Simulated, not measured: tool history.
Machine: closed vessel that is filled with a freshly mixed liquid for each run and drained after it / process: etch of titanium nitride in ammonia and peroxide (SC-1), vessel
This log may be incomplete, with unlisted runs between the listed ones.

run    day  temperature setpoint of the liquid (C)  parts of water to one part of 30 % peroxide (parts by volume)  parts of 29 % ammonia solution to one part of 30 % peroxide (parts by volume)  time in the liquid (s)  thickness taken off the titanium nitride on a monitor wafer (angstrom)
  1      0                                      62                                                            6.5                                                                           0.85                      35                                                                  53.406
  2  0.167                                      62                                                            6.5                                                                            1.1                      35                                                                  55.341
  3  0.375                                      62                                                            6.5                                                                           0.85                      35                                                                   53.35
  4  0.754                                      62                                                            8.5                                                                           0.85                      35                                                                  47.447
  5  0.858                                      62                                                            8.5                                                                              1                      35                                                                  48.457
  6  1.104                                      61                                                            8.5                                                                              1                      35                                                                  45.388
  7  1.217                                      60                                                            8.5                                                                              1                      35                                                                  42.246
  8  1.354                                    59.5                                                            8.5                                                                              1                      35                                                                  41.252
  9  1.404                                      59                                                            8.5                                                                              1                      35                                                                  40.109

Expected results for the next run?
 10  1.55                                      57                                                            8.5                                                                              1                      35                                                                       ?

Run 10 gave thickness taken off the titanium nitride on a monitor wafer (angstrom) 34.53.
